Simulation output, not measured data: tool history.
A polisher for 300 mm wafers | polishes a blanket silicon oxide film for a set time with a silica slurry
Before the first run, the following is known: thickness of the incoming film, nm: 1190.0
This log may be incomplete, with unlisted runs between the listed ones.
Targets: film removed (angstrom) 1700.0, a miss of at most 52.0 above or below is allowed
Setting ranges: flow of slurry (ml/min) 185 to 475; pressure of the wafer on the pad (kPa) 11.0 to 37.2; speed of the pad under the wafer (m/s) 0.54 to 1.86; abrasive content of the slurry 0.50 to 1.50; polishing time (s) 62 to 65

run  hour  flow of slurry (ml/min)  pressure of the wafer on the pad (kPa)  speed of the pad under the wafer (m/s)  abrasive content of the slurry  polishing time (s)  film removed (angstrom)
  1   0.0                      305                                    24.1                                    1.18                            1.00                  62                   2049.7
  2   7.2                      305                                    24.1                                    1.18                            1.00                  65                   2158.3
  3  10.8                      250                                    24.1                                    1.18                            1.00                  65                   2135.3
  4  12.2                      200                                    24.1                                    1.18                            1.00                  65                   2069.8
  5  14.3                      200                                    24.1                                    1.18                            0.85                  65                   1909.3
  6  15.1                      185                                    24.1                                    1.18                            0.85                  65                   1881.4
  7  22.4                      185                                    23.4                                    1.18                            0.85                  65                   1853.7
  8  26.9                      185                                    22.8                                    1.18                            0.85                  65                   1815.6

Next run, 5 choices. One meets every target within its allowed miss, the rest don't. Which?
  A  31.4                      285                                    22.8                                    1.06                            0.90                  65                        ?
  B  31.4                      185                                    23.4                                    1.26                            0.80                  64                        ?
  C  31.4                      225                                    24.8                                    1.00                            0.90                  62                        ?
  D  31.4                      190                                    24.8                                    1.16                            0.90                  65                        ?
  E  31.4                      200                                    18.6                                    1.62                            0.75                  65                        ?

move  film removed (angstrom)
   A                   1794.0
   B                   1873.2
   C                   1729.7
   D                   1986.5
   E                   1838.4
A: gains on the last run, yet a result remains outside its allowed miss
B: the biggest miss grows against the last run
C: every result lands within tolerance
D: the biggest miss grows against the last run
E: the biggest miss grows against the last run
The move that meets every target is C.
